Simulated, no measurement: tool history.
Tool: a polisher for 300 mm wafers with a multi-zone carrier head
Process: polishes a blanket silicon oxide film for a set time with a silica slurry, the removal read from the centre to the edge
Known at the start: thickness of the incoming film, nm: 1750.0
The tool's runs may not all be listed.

run,hour,flow of slurry (ml/min),pressure of the head's centre zone,pressure of the head's middle zone,pressure of the head's edge zone,abrasive content of the slurry,polishing time (s),film removed at the wafer's centre (angstrom),film removed at mid-radius (angstrom),film removed at the wafer's edge (angstrom)
1,0,300,1,1,1,1,81,2241.1,2354.9,2187.6
2,3.3,300,1,1,1,1.15,81,2373.8,2457.9,2355.9
3,10.5,310,1.01,1.02,0.98,1.15,81,2405.8,2513.8,2328.4
4,11.8,320,1.02,1.03,0.97,1.15,81,2443.5,2519.2,2292.9
5,15.5,280,1.02,1.03,0.97,1.15,81,2435.5,2513.5,2296.6
6,19.7,280,1.02,1.09,0.97,1.15,81,2372.6,2561.4,2281.9
7,28.3,290,1.03,1.1,0.96,1.15,81,2451.9,2614.7,2259.9
8,28.9,295,1.03,1.11,0.96,1.15,81,2452.4,2638.2,2261.6
9,33.3,300,1.03,1.11,0.96,1.15,81,2458.2,2665.5,2313.8
10,38.6,300,1.03,1.11,0.95,1.15,81,2424.2,2609,2295.3

Run 11 has not been measured yet. What should we expect?
11,40.6,300,1.04,1.12,0.95,1.15,81,?,?,?

For run 11 the tool returned film removed at the wafer's centre (angstrom) 2453.1, film removed at mid-radius (angstrom) 2652.6, film removed at the wafer's edge (angstrom) 2266.6.

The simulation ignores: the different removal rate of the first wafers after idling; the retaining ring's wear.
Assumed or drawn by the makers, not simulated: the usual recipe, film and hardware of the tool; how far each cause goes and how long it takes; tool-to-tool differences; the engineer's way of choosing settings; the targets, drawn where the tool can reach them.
